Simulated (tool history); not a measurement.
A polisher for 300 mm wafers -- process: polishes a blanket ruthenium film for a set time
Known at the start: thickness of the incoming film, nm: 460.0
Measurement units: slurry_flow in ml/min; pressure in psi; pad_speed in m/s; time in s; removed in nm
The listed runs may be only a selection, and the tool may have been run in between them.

run 1 day=0 | slurry_flow=140 pressure=2.5 pad_speed=1.2 time=24 | removed=46.136
run 2 day=0.171 | slurry_flow=170 pressure=2.5 pad_speed=1.2 time=24 | removed=47.944
run 3 day=0.517 | slurry_flow=170 pressure=2.5 pad_speed=1.2 time=21 | removed=41.522
run 4 day=0.542 | slurry_flow=170 pressure=2.7 pad_speed=1.2 time=21 | removed=44.521
run 5 day=0.871 | slurry_flow=170 pressure=2.7 pad_speed=1.4 time=21 | removed=50.664
run 6 day=1.217 | slurry_flow=170 pressure=2.8 pad_speed=1.4 time=21 | removed=53.081
run 7 day=1.346 | slurry_flow=170 pressure=2.9 pad_speed=1.4 time=21 | removed=55.034
run 8 day=1.717 | slurry_flow=170 pressure=3 pad_speed=1.4 time=21 | removed=56.085

Estimate the outcome of run 9 from the log above:
run 9 day=1.854 | slurry_flow=170 pressure=3.1 pad_speed=1.4 time=21 | removed=?

removed: 59.16 nm

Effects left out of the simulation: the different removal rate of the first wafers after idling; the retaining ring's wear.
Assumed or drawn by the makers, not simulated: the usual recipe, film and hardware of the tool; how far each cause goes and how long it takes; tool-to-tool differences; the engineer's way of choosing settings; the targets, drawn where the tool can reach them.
